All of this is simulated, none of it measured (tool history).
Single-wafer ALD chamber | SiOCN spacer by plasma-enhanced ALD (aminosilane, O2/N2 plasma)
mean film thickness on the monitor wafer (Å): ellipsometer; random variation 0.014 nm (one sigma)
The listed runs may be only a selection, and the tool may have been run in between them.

run	hour	heater temperature setpoint (deg C)	number of ALD cycles (cycles)	mean film thickness on the monitor wafer (Å)
1	0.0	395	59	33.765
2	2.9	395	61	35.138
3	4.8	400	61	34.829
4	5.3	400	58	33.247
5	13.2	400	63	36.058
6	17.6	410	63	34.836

Run 7 is up next; what results do you expect?
7	24.6	406	64	?

Run 7 produced mean film thickness on the monitor wafer (Å) 36.039.
